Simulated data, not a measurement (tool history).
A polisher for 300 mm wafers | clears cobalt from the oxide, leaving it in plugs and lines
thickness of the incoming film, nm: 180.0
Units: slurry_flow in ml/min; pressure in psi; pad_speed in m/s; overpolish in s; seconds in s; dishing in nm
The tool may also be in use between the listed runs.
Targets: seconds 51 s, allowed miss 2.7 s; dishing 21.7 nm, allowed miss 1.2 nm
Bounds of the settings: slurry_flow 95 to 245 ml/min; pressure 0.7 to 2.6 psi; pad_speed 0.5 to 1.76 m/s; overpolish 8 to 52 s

run,hour,slurry_flow,pressure,pad_speed,overpolish,seconds,dishing
1,0,155,1.6,1.12,26,39.014,47.172
2,8.8,150,1.5,1.12,24,41.685,44.792
3,10.8,150,1.9,1.12,24,32.743,49.825
4,14.3,165,1.7,1.14,22,35.954,47.132
5,19.1,165,2,1.14,22,31.182,47.173
6,27.1,175,2,1.06,20,33.273,45.86
7,36,185,1.9,1.04,18,34.565,43.454
8,38.6,195,1.9,0.96,17,36.877,41.803
9,41.3,200,1.9,0.9,16,38.236,40.564
10,44.7,205,1.9,0.84,15,41.082,38.712
11,47.9,210,1.9,0.8,14,41.419,36.054
12,50.8,215,1.9,0.76,13,43.828,33.522
13,54.9,220,1.9,0.72,12,43.655,32.156
14,56.9,225,1.9,0.68,11,44.731,29.317
15,63.2,230,1.9,0.66,11,47.003,28.602
16,71.1,230,1.9,0.64,11,48.119,27.933
17,73.9,230,1.9,0.62,11,48.741,28.557

4 next moves are on the table. One of them brings every result within its allowed miss. Which?
A,76.7,225,1.7,0.66,8,?,?
B,76.7,220,2,0.54,16,?,?
C,76.7,150,1.4,0.88,24,?,?
D,76.7,215,1.4,0.82,24,?,?

move,seconds,dishing
A,52.237,21.428
B,51.84,34.549
C,53.277,41.874
D,53.246,41.914
A: meets every target
B: further off than the last run
C: further off than the last run
D: further off than the last run
The right move is A.
